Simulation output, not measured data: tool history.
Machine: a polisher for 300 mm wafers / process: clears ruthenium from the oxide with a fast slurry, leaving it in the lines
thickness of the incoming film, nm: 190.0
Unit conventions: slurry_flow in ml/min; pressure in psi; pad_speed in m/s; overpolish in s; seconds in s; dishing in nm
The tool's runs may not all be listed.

run    day  slurry_flow  pressure  pad_speed  slurry_solids  overpolish  seconds  dishing
  1      0          160       2.1        1.2              1          28   54.078   71.206
  2  0.217          160       2.1        1.2              1          33   54.841   82.297
  3  0.462          160       2.3        1.2              1          33   50.193    89.26
  4  0.808          160       2.3        1.1              1          33   53.946   81.976
  5   1.15          160       2.3       0.88              1          33   64.575   70.997
  6  1.317          160       2.3       0.88              1          38   63.751   81.491
  7   1.65          165       2.4        0.9              1          36   60.545   79.991

Run 8 is up next; what results do you expect?
  8  1.867          165       2.5       0.92              1          35        ?        ?

Run 8 yielded seconds 57.504 s, dishing 82.835 nm.

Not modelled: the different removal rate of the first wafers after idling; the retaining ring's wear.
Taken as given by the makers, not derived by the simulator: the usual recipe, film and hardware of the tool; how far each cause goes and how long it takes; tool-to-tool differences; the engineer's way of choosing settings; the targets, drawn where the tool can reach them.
